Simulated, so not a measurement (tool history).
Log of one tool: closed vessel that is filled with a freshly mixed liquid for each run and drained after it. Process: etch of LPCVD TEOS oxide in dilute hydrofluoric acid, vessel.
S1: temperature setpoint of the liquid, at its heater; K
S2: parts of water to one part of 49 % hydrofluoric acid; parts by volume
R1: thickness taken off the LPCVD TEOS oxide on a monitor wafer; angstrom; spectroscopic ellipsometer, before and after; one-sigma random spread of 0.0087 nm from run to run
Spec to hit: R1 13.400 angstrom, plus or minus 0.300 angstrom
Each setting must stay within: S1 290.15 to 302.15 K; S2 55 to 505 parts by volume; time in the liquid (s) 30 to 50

run 1 hour=0.0 | S1=294.15 S2=280 time_in_the_liquid_(s)=50 | R1=29.542
run 2 hour=4.7 | S1=294.15 S2=340 time_in_the_liquid_(s)=50 | R1=23.019
run 3 hour=10.5 | S1=292.15 S2=340 time_in_the_liquid_(s)=50 | R1=21.524
run 4 hour=18.6 | S1=291.65 S2=360 time_in_the_liquid_(s)=50 | R1=19.648
run 5 hour=25.1 | S1=291.15 S2=375 time_in_the_liquid_(s)=50 | R1=18.259
run 6 hour=27.7 | S1=291.15 S2=375 time_in_the_liquid_(s)=30 | R1=10.868
run 7 hour=33.1 | S1=291.65 S2=375 time_in_the_liquid_(s)=30 | R1=11.071
run 8 hour=38.9 | S1=292.65 S2=375 time_in_the_liquid_(s)=30 | R1=11.544
run 9 hour=46.9 | S1=292.65 S2=370 time_in_the_liquid_(s)=30 | R1=11.622
run 10 hour=55.4 | S1=292.15 S2=365 time_in_the_liquid_(s)=30 | R1=11.711
run 11 hour=57.2 | S1=293.15 S2=365 time_in_the_liquid_(s)=30 | R1=12.068
run 12 hour=58.6 | S1=292.65 S2=365 time_in_the_liquid_(s)=30 | R1=11.867
run 13 hour=65.5 | S1=292.15 S2=360 time_in_the_liquid_(s)=30 | R1=11.835
run 14 hour=74.8 | S1=292.15 S2=360 time_in_the_liquid_(s)=30 | R1=12.039

Which of these 4 next moves meets every target?
run A hour=84.1 | S1=294.15 S2=375 time_in_the_liquid_(s)=35 | R1=?
run B hour=84.1 | S1=292.15 S2=425 time_in_the_liquid_(s)=40 | R1=?
run C hour=84.1 | S1=292.65 S2=415 time_in_the_liquid_(s)=40 | R1=?
run D hour=84.1 | S1=292.15 S2=390 time_in_the_liquid_(s)=35 | R1=?

move=A R1=14.245
move=B R1=12.860
move=C R1=13.508
move=D R1=12.612
A: takes the biggest miss from the last run beyond its target
B: nearer than the last run, and not there yet
C: each result inside its tolerance
D: nearer than the last run, and not there yet
So the answer is move C, the one that meets all the targets.
